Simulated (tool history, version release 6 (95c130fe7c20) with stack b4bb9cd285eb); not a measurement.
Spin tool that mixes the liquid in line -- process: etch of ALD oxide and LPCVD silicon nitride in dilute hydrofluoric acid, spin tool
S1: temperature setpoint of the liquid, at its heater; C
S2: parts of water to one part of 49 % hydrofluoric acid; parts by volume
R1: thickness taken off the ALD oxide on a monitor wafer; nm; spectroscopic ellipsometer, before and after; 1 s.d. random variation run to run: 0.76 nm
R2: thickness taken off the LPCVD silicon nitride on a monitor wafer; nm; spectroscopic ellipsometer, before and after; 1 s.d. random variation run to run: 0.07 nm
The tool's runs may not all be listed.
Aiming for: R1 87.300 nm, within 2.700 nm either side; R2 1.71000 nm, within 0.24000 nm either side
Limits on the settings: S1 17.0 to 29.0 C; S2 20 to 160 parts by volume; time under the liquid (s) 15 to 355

{"run": 1, "hour": 0.0, "S1": 21.0, "S2": 90, "time under the liquid (s)": 180, "R1": 42.74, "R2": 0.76111}
{"run": 2, "hour": 6.6, "S1": 22.5, "S2": 80, "time under the liquid (s)": 180, "R1": 50.734, "R2": 0.95267}
{"run": 3, "hour": 11.8, "S1": 23.0, "S2": 70, "time under the liquid (s)": 180, "R1": 61.754, "R2": 1.0388}
{"run": 4, "hour": 20.4, "S1": 25.0, "S2": 70, "time under the liquid (s)": 180, "R1": 64.836, "R2": 1.2117}
{"run": 5, "hour": 27.7, "S1": 25.0, "S2": 70, "time under the liquid (s)": 135, "R1": 49.327, "R2": 0.88264}
{"run": 6, "hour": 28.9, "S1": 25.0, "S2": 70, "time under the liquid (s)": 190, "R1": 69.581, "R2": 1.2857}
{"run": 7, "hour": 34.4, "S1": 26.0, "S2": 70, "time under the liquid (s)": 190, "R1": 71.737, "R2": 1.3358}
{"run": 8, "hour": 36.0, "S1": 26.5, "S2": 70, "time under the liquid (s)": 190, "R1": 72.433, "R2": 1.4823}
{"run": 9, "hour": 44.9, "S1": 26.5, "S2": 65, "time under the liquid (s)": 190, "R1": 79.901, "R2": 1.4055}
{"run": 10, "hour": 48.5, "S1": 27.0, "S2": 65, "time under the liquid (s)": 190, "R1": 81.474, "R2": 1.5848}
{"run": 11, "hour": 49.3, "S1": 27.5, "S2": 65, "time under the liquid (s)": 190, "R1": 82.768, "R2": 1.7109}

Pick the move, out of 5, that brings all results within their allowed miss; only one does.
{"run": "A", "hour": 50.1, "S1": 29.0, "S2": 60, "time under the liquid (s)": 160, "R1": "?", "R2": "?"}
{"run": "B", "hour": 50.1, "S1": 29.0, "S2": 70, "time under the liquid (s)": 190, "R1": "?", "R2": "?"}
{"run": "C", "hour": 50.1, "S1": 28.0, "S2": 70, "time under the liquid (s)": 210, "R1": "?", "R2": "?"}
{"run": "D", "hour": 50.1, "S1": 28.5, "S2": 90, "time under the liquid (s)": 250, "R1": "?", "R2": "?"}
{"run": "E", "hour": 50.1, "S1": 29.0, "S2": 55, "time under the liquid (s)": 150, "R1": "?", "R2": "?"}

move=A R1=80.061 R2=1.71450
move=B R1=80.306 R2=1.74690
move=C R1=85.364 R2=1.81010
move=D R1=78.358 R2=1.73260
move=E R1=82.490 R2=1.75210
A: further off than the last run
B: further off than the last run
C: meets every target
D: further off than the last run
E: further off than the last run
The move that meets every target is C.
